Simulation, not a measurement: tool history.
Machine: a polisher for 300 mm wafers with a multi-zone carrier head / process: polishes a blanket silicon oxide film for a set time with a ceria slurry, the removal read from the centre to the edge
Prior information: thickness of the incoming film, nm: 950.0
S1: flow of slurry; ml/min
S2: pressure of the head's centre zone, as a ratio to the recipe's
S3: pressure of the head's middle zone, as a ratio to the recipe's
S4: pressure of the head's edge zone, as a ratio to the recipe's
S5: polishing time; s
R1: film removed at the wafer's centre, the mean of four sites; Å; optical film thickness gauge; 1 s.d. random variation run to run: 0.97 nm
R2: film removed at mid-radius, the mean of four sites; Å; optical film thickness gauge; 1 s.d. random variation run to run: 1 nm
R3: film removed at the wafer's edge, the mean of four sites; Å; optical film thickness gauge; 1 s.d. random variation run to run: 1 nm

Run 1, hour 0.0: S1 290 ml/min, S2 1.00, S3 1.00, S4 1.00, S5 54 s. Result: R1 1986.1 Å, R2 1937.40 Å, R3 1944.0 Å.
Run 2, hour 7.6: S1 265 ml/min, S2 1.00, S3 1.00, S4 1.00, S5 54 s. Result: R1 1969.6 Å, R2 1955.20 Å, R3 1922.8 Å.
Run 3, hour 15.5: S1 265 ml/min, S2 1.00, S3 1.00, S4 1.04, S5 54 s. Result: R1 1977.3 Å, R2 1935.10 Å, R3 1953.2 Å.
Run 4, hour 22.4: S1 265 ml/min, S2 0.93, S3 1.00, S4 1.04, S5 54 s. Result: R1 1848.8 Å, R2 1935.30 Å, R3 1946.9 Å.
Run 5, hour 24.5: S1 265 ml/min, S2 0.93, S3 1.00, S4 1.12, S5 54 s. Result: R1 1866.8 Å, R2 1914.70 Å, R3 2028.2 Å.
Run 6, hour 29.8: S1 330 ml/min, S2 0.93, S3 1.00, S4 1.12, S5 54 s. Result: R1 1879.7 Å, R2 1999.50 Å, R3 2063.1 Å.
Run 7, hour 31.1: S1 320 ml/min, S2 0.94, S3 0.97, S4 1.09, S5 51 s. Result: R1 1784.3 Å, R2 1835.00 Å, R3 1922.7 Å.
Run 8, hour 38.0: S1 310 ml/min, S2 0.95, S3 0.95, S4 1.06, S5 48 s. Result: R1 1705.8 Å, R2 1682.90 Å, R3 1767.5 Å.
Run 9, hour 42.7: S1 300 ml/min, S2 0.95, S3 0.93, S4 1.04, S5 46 s. Result: R1 1655.6 Å, R2 1547.30 Å, R3 1664.1 Å.
Run 10, hour 49.3: S1 295 ml/min, S2 0.93, S3 0.91, S4 1.01, S5 45 s. Result: R1 1551.1 Å, R2 1492.70 Å, R3 1623.2 Å.
Run 11, hour 50.6: S1 290 ml/min, S2 0.94, S3 0.90, S4 0.99, S5 43 s. Result: R1 1483.8 Å, R2 1428.40 Å, R3 1537.8 Å.
Run 12, hour 58.7: S1 285 ml/min, S2 0.95, S3 0.89, S4 0.97, S5 42 s. Result: R1 1488.6 Å, R2 1385.10 Å, R3 1478.9 Å.

Run 13 has not been measured yet. What should we expect?
Run 13, hour 64.9: S1 235 ml/min, S2 0.93, S3 0.81, S4 0.89, S5 32 s. Result: R1 ?, R2 ?, R3 ?.

R1: 1087.5 Å
R2: 950.16 Å
R3: 1063.6 Å
